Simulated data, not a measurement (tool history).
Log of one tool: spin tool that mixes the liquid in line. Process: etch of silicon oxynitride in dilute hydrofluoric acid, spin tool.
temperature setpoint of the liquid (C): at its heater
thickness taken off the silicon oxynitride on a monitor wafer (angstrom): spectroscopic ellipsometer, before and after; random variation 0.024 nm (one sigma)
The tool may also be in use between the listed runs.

run	hour	temperature setpoint of the liquid (C)	parts of water to one part of 49 % hydrofluoric acid (parts by volume)	time under the liquid (s)	thickness taken off the silicon oxynitride on a monitor wafer (angstrom)
1	0.0	24.0	285	70	3.4496
2	6.8	25.0	245	70	4.1562
3	9.2	25.0	300	70	3.1017
4	14.5	25.0	260	70	3.9742
5	18.1	25.5	225	70	4.8520
6	26.7	25.5	270	70	3.7620
7	29.3	26.0	230	70	4.8669

The next listed run, before its measurement:
8	36.3	30.0	135	70	?

{"run 8": {"thickness taken off the silicon oxynitride on a monitor wafer (angstrom)": 9.8287}}
